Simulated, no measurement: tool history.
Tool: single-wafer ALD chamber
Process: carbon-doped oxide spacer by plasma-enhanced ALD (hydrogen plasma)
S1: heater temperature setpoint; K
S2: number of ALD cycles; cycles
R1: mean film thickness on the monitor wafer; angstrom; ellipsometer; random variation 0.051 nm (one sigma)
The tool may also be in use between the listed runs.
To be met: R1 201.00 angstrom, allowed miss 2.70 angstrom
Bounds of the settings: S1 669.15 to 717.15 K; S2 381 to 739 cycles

run,day,S1,S2,R1
1,0.000,693.15,560,237.12
2,0.254,693.15,597,252.37
3,0.425,698.15,571,237.31
4,0.479,698.15,509,212.18
5,0.692,701.15,507,208.58
6,0.908,701.15,564,232.78
7,0.996,704.15,548,224.21
8,1.171,706.15,536,217.27
9,1.217,706.15,536,217.26
10,1.471,708.15,528,212.63
11,1.742,710.15,523,210.04
12,1.779,711.15,519,208.33
13,2.004,712.15,515,205.33

Which of these 5 next moves meets every target?
A,2.229,713.15,520,?
B,2.229,713.15,528,?
C,2.229,705.15,507,?
D,2.229,706.15,524,?
E,2.229,717.15,512,?

move,R1
A,206.73
B,209.91
C,206.46
D,212.75
E,201.08
A: further off than the last run
B: further off than the last run
C: further off than the last run
D: further off than the last run
E: meets every target
Answer: E

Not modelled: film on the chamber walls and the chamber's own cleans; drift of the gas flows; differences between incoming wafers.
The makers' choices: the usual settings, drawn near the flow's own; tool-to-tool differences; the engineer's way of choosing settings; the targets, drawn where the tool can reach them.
